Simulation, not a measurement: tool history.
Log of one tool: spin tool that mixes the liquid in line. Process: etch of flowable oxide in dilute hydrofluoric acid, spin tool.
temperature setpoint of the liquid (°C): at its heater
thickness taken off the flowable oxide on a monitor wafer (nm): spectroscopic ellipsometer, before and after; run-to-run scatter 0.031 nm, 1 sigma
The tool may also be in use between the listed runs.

run,hour,temperature setpoint of the liquid (°C),parts of water to one part of 49 % hydrofluoric acid (parts by volume),time under the liquid (s),thickness taken off the flowable oxide on a monitor wafer (nm)
1,0.0,26.0,235,25,5.1352
2,1.7,26.0,160,25,8.1345
3,8.8,26.0,105,25,13.3170
4,13.1,24.0,135,25,9.1713
5,20.2,22.5,150,25,7.6646
6,20.9,22.5,115,25,10.3880
7,28.2,21.5,140,25,8.0042

Predict the results of run 8:
8,32.5,20.5,155,25,?

{"run 8": {"thickness taken off the flowable oxide on a monitor wafer (nm)": 6.9013}}
